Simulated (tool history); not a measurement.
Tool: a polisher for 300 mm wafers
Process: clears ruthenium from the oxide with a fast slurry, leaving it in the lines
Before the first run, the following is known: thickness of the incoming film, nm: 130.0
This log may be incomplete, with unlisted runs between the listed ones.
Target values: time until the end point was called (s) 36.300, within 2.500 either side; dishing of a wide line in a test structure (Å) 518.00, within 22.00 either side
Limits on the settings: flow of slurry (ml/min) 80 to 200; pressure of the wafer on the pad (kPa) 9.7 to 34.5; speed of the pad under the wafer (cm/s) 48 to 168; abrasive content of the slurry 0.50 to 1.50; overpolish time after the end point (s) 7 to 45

run,day,flow of slurry (ml/min),pressure of the wafer on the pad (kPa),speed of the pad under the wafer (cm/s),abrasive content of the slurry,overpolish time after the end point (s),time until the end point was called (s),dishing of a wide line in a test structure (Å)
1,0.000,130,22.1,108,1.00,23,23.962,654.37
2,0.183,130,22.1,130,1.00,23,20.287,719.68
3,0.317,100,22.1,130,1.00,23,21.521,712.47
4,0.362,100,24.1,130,1.00,23,20.446,744.30
5,0.679,115,24.1,130,1.00,23,20.121,743.98
6,0.800,115,24.1,130,0.80,23,23.650,698.43
7,1.029,110,17.9,126,0.80,23,28.728,564.24
8,1.375,105,16.5,124,0.80,24,32.127,555.49
9,1.550,100,15.9,124,0.80,24,33.208,534.50

Which of these 5 next moves meets every target?
A,1.725,110,14.5,126,0.65,32,?,?
B,1.725,95,14.5,110,1.35,24,?,?
C,1.725,85,14.5,146,0.85,24,?,?
D,1.725,100,17.2,122,0.65,25,?,?
E,1.725,115,15.2,126,0.80,24,?,?

move,time until the end point was called (s),dishing of a wide line in a test structure (Å)
A,38.599,585.95
B,30.113,569.18
C,29.795,573.68
D,36.207,510.57
E,32.065,543.04
A: the furthest-off result lands on target, but another misses its tolerance
B: further off than the last run
C: further off than the last run
D: every result lands within tolerance
E: further off than the last run
The right move is D.
